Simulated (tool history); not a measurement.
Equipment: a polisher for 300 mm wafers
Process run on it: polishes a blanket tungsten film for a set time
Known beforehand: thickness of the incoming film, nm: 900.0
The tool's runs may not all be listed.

run    day  flow of slurry (ml/min)  pressure of the wafer on the pad (kPa)  speed of the pad under the wafer (m/s)  abrasive content of the slurry  polishing time (s)  film removed (nm)
  1  0.000                      205                                    19.3                                    1.12                             1.0                  37            121.060
  2  0.217                      155                                    19.3                                    1.12                             1.0                  37            116.510
  3  0.504                      155                                    16.5                                    1.08                             1.0                  37             99.981
  4  0.746                      155                                    14.5                                    1.02                             1.0                  37             86.379
  5  0.904                      155                                    13.1                                    0.98                             1.0                  37             76.286
  6  1.092                      155                                    12.4                                    0.96                             1.0                  37             74.278

What does the tool deliver on the next run?
  7  1.267                      155                                    11.7                                    0.94                             1.0                  37                  ?

{"run 7": {"film removed (nm)": 70.569}}
